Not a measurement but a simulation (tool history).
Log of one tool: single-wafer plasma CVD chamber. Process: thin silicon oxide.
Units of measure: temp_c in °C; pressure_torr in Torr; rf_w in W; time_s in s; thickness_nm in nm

| run | day | temp_c | pressure_torr | rf_w | time_s | thickness_nm |
|---|---|---|---|---|---|---|
| 1 | 0.000 | 385 | 0.595 | 315 | 8.01 | 10.1080 |
| 2 | 0.258 | 385 | 0.595 | 315 | 8.01 | 10.3150 |
| 3 | 0.408 | 385 | 0.509 | 315 | 8.01 | 8.7287 |
| 4 | 0.617 | 395 | 0.509 | 315 | 8.01 | 8.6192 |
| 5 | 0.925 | 403 | 0.509 | 315 | 8.01 | 8.6514 |
| 6 | 1.092 | 403 | 0.552 | 315 | 8.01 | 9.4090 |
| 7 | 1.462 | 403 | 0.552 | 315 | 8.01 | 9.3604 |
| 8 | 1.612 | 403 | 0.552 | 315 | 8.01 | 9.5125 |

Predict the results of run 9:
| 9 | 1.950 | 403 | 0.583 | 315 | 8.01 | ? |

Logged for run 9: thickness_nm 9.9060 nm.

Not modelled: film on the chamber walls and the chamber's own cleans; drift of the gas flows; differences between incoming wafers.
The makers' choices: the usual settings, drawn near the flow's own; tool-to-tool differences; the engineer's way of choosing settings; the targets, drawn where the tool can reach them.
